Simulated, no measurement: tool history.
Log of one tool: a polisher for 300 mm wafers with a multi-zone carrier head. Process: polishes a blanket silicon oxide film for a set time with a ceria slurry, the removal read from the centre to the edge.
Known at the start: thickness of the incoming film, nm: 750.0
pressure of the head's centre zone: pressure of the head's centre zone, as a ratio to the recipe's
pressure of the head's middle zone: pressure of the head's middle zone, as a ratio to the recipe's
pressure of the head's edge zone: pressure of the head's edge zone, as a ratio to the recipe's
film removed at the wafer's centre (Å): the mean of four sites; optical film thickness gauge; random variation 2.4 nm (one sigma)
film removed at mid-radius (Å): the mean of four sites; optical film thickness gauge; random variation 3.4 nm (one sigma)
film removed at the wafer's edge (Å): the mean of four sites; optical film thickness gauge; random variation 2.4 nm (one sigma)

run	day	flow of slurry (ml/min)	pressure of the head's centre zone	pressure of the head's middle zone	pressure of the head's edge zone	polishing time (s)	film removed at the wafer's centre (Å)	film removed at mid-radius (Å)	film removed at the wafer's edge (Å)
1	0.000	155	1.00	1.00	1.00	76	2721.3	2667.2	2743.7
2	0.162	190	1.00	1.00	1.00	76	2889.8	2731.7	2815.5
3	0.529	180	0.98	0.99	0.99	75	2740.3	2754.9	2731.7
4	0.767	170	0.97	0.98	1.00	74	2645.1	2641.5	2673.5
5	0.900	170	0.97	1.02	1.00	74	2684.3	2704.0	2684.4
6	1.212	160	0.96	1.00	1.01	74	2538.0	2645.3	2661.1
7	1.512	115	0.94	0.91	1.02	74	2374.2	2274.8	2539.5

Forecast run 8:
8	1.733	115	0.93	0.92	1.02	74	?	?	?

Run 8 gave film removed at the wafer's centre (Å) 2306.8, film removed at mid-radius (Å) 2207.0, film removed at the wafer's edge (Å) 2536.4.
